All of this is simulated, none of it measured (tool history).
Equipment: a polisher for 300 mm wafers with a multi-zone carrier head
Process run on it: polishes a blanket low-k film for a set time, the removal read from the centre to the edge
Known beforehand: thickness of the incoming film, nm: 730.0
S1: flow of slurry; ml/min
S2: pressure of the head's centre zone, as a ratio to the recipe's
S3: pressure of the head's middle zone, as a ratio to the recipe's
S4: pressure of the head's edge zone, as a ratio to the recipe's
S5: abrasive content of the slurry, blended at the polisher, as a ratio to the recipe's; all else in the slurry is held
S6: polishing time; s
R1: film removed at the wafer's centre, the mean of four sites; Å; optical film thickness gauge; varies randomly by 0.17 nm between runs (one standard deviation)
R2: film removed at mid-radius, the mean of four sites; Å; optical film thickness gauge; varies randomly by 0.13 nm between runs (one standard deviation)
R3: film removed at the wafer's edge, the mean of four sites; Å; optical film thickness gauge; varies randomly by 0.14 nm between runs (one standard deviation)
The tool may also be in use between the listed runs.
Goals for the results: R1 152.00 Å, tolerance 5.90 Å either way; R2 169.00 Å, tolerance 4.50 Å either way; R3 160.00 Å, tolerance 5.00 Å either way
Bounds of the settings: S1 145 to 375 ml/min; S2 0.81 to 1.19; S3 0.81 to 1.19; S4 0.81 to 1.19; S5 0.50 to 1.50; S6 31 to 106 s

{"run": 1, "day": 0.0, "S1": 240, "S2": 1.0, "S3": 1.0, "S4": 1.0, "S5": 1.0, "S6": 68, "R1": 136.31, "R2": 132.54, "R3": 136.85}
{"run": 2, "day": 0.329, "S1": 240, "S2": 1.05, "S3": 1.0, "S4": 1.0, "S5": 1.0, "S6": 68, "R1": 140.08, "R2": 133.33, "R3": 136.42}
{"run": 3, "day": 0.512, "S1": 240, "S2": 1.05, "S3": 1.0, "S4": 1.0, "S5": 1.0, "S6": 85, "R1": 174.36, "R2": 167.27, "R3": 169.21}
{"run": 4, "day": 0.575, "S1": 240, "S2": 1.05, "S3": 1.0, "S4": 1.04, "S5": 1.0, "S6": 85, "R1": 174.74, "R2": 165.21, "R3": 174.27}
{"run": 5, "day": 0.671, "S1": 280, "S2": 1.05, "S3": 1.0, "S4": 1.04, "S5": 1.0, "S6": 85, "R1": 178.37, "R2": 167.75, "R3": 177.38}
{"run": 6, "day": 0.946, "S1": 280, "S2": 1.05, "S3": 1.05, "S4": 1.04, "S5": 1.0, "S6": 85, "R1": 181.77, "R2": 177.07, "R3": 175.22}
{"run": 7, "day": 1.096, "S1": 270, "S2": 1.02, "S3": 1.05, "S4": 1.03, "S5": 1.0, "S6": 85, "R1": 170.31, "R2": 177.78, "R3": 177.19}
{"run": 8, "day": 1.371, "S1": 260, "S2": 1.01, "S3": 1.05, "S4": 1.01, "S5": 1.0, "S6": 85, "R1": 170.24, "R2": 175.47, "R3": 172.24}
{"run": 9, "day": 1.408, "S1": 250, "S2": 1.0, "S3": 1.05, "S4": 1.0, "S5": 1.0, "S6": 85, "R1": 169.12, "R2": 173.84, "R3": 172.92}

Pick the move, out of 5, that brings all results within their allowed miss; only one does.
{"run": "A", "day": 1.446, "S1": 155, "S2": 0.85, "S3": 0.88, "S4": 0.99, "S5": 1.0, "S6": 105, "R1": "?", "R2": "?", "R3": "?"}
{"run": "B", "day": 1.446, "S1": 305, "S2": 0.85, "S3": 0.87, "S4": 1.11, "S5": 1.15, "S6": 85, "R1": "?", "R2": "?", "R3": "?"}
{"run": "C", "day": 1.446, "S1": 235, "S2": 1.19, "S3": 1.06, "S4": 0.89, "S5": 1.05, "S6": 80, "R1": "?", "R2": "?", "R3": "?"}
{"run": "D", "day": 1.446, "S1": 225, "S2": 1.0, "S3": 1.16, "S4": 1.1, "S5": 1.05, "S6": 75, "R1": "?", "R2": "?", "R3": "?"}
{"run": "E", "day": 1.446, "S1": 220, "S2": 0.83, "S3": 1.01, "S4": 1.16, "S5": 1.05, "S6": 84, "R1": "?", "R2": "?", "R3": "?"}

move=A R1=159.05 R2=170.73 R3=199.84
move=B R1=157.22 R2=165.10 R3=201.04
move=C R1=190.75 R2=168.52 R3=157.31
move=D R1=149.18 R2=169.76 R3=162.31
move=E R1=137.81 R2=168.50 R3=186.72
A: further off than the last run
B: brings the last run's worst result on target, with another outside its allowed miss
C: further off than the last run
D: in spec on every target
E: the result that was furthest off in the last run now lies on the other side of its target
D meets every target.
